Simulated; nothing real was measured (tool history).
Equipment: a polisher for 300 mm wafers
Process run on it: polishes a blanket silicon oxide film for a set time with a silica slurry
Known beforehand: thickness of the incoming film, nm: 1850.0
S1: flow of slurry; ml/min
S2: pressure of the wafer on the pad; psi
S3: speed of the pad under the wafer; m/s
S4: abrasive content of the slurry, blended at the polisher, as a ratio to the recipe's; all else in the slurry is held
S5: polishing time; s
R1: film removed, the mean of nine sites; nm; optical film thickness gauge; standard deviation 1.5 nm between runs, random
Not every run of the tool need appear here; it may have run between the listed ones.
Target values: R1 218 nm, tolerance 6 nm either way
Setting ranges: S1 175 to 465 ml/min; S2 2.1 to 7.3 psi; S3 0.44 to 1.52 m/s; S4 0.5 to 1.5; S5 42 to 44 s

| run | day | S1 | S2 | S3 | S4 | S5 | R1 |
|---|---|---|---|---|---|---|---|
| 1 | 0 | 295 | 4.7 | 0.98 | 1 | 42 | 110.01 |
| 2 | 0.158 | 295 | 5.4 | 1.02 | 1 | 42 | 130.81 |
| 3 | 0.229 | 295 | 5.4 | 0.92 | 1 | 42 | 119.64 |
| 4 | 0.317 | 365 | 5.4 | 0.92 | 1 | 42 | 122.43 |
| 5 | 0.5 | 365 | 5.9 | 0.98 | 1 | 42 | 138.94 |
| 6 | 0.721 | 330 | 5.9 | 0.98 | 1 | 42 | 136.85 |
| 7 | 0.771 | 355 | 7.2 | 1.2 | 1 | 42 | 194.54 |
| 8 | 0.925 | 355 | 7.2 | 1.2 | 1 | 42 | 199.36 |
| 9 | 1.208 | 360 | 7.3 | 1.3 | 1 | 42 | 211.66 |

Pick the move, out of 4, that brings all results within their allowed miss; only one does.
| A | 1.492 | 345 | 7.2 | 1.24 | 1 | 43 | ? |
| B | 1.492 | 375 | 7.2 | 1.28 | 0.95 | 42 | ? |
| C | 1.492 | 345 | 7.2 | 1.36 | 1 | 42 | ? |
| D | 1.492 | 360 | 7 | 1.38 | 0.95 | 42 | ? |

| move | R1 |
|---|---|
| A | 205.58 |
| B | 201.29 |
| C | 215.45 |
| D | 206.76 |
A: lands further from the targets than the last run did
B: lands further from the targets than the last run did
C: all results land within tolerance of their targets
D: lands further from the targets than the last run did
Go with C: it meets all targets.
